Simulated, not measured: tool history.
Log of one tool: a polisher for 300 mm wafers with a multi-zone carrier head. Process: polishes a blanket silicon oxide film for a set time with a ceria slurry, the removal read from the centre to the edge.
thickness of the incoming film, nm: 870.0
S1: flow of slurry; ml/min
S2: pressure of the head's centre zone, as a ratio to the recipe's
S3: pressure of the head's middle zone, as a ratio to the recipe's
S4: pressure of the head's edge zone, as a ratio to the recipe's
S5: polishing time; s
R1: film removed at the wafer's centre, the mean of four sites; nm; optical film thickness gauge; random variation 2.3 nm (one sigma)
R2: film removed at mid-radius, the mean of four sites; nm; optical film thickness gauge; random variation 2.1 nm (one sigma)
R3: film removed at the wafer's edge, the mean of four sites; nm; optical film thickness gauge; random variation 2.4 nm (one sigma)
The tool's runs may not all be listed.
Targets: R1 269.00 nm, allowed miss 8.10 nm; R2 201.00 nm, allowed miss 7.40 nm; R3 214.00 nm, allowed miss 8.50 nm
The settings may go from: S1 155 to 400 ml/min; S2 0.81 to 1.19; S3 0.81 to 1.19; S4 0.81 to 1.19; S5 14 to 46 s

Run 1, hour 0.0: S1 255 ml/min, S2 1.00, S3 1.00, S4 1.00, S5 30 s. Result: R1 181.02 nm, R2 185.36 nm, R3 184.55 nm.
Run 2, hour 1.6: S1 255 ml/min, S2 1.00, S3 1.06, S4 1.00, S5 30 s. Result: R1 181.34 nm, R2 195.25 nm, R3 186.70 nm.
Run 3, hour 10.3: S1 275 ml/min, S2 1.05, S3 1.01, S4 0.99, S5 31 s. Result: R1 196.46 nm, R2 195.10 nm, R3 194.63 nm.
Run 4, hour 14.8: S1 275 ml/min, S2 1.05, S3 1.01, S4 1.06, S5 31 s. Result: R1 195.80 nm, R2 192.26 nm, R3 197.06 nm.
Run 5, hour 21.5: S1 275 ml/min, S2 1.10, S3 1.01, S4 1.06, S5 31 s. Result: R1 200.25 nm, R2 196.87 nm, R3 202.68 nm.
Run 6, hour 26.8: S1 275 ml/min, S2 1.10, S3 1.09, S4 1.06, S5 31 s. Result: R1 204.41 nm, R2 206.90 nm, R3 204.55 nm.
At hour 35.4: centre zone pressure recalibrated.
Run 7, hour 35.4: S1 310 ml/min, S2 1.13, S3 1.01, S4 0.99, S5 32 s. Result: R1 236.60 nm, R2 198.12 nm, R3 204.05 nm.
Run 8, hour 42.3: S1 330 ml/min, S2 1.14, S3 1.01, S4 1.00, S5 32 s. Result: R1 235.40 nm, R2 203.58 nm, R3 205.37 nm.
Run 9, hour 44.7: S1 335 ml/min, S2 1.15, S3 0.99, S4 0.99, S5 32 s. Result: R1 243.43 nm, R2 201.45 nm, R3 205.59 nm.

Which of these 5 next moves meets every target?
Run A, hour 47.1: S1 340 ml/min, S2 1.08, S3 1.01, S4 1.07, S5 33 s. Result: R1 ?, R2 ?, R3 ?.
Run B, hour 47.1: S1 290 ml/min, S2 1.12, S3 1.01, S4 1.13, S5 31 s. Result: R1 ?, R2 ?, R3 ?.
Run C, hour 47.1: S1 320 ml/min, S2 1.19, S3 0.90, S4 0.94, S5 35 s. Result: R1 ?, R2 ?, R3 ?.
Run D, hour 47.1: S1 315 ml/min, S2 1.02, S3 1.04, S4 1.13, S5 31 s. Result: R1 ?, R2 ?, R3 ?.
Run E, hour 47.1: S1 305 ml/min, S2 1.19, S3 0.90, S4 0.91, S5 33 s. Result: R1 ?, R2 ?, R3 ?.

move      R1      R2      R3
   A  236.39  208.12  214.53
   B  225.17  192.70  204.92
   C  269.67  199.32  213.17
   D  210.56  199.14  206.04
   E  253.05  187.13  197.33
A: further off than the last run
B: further off than the last run
C: meets every target
D: further off than the last run
E: nearer than the last run, and not there yet
Answer: C

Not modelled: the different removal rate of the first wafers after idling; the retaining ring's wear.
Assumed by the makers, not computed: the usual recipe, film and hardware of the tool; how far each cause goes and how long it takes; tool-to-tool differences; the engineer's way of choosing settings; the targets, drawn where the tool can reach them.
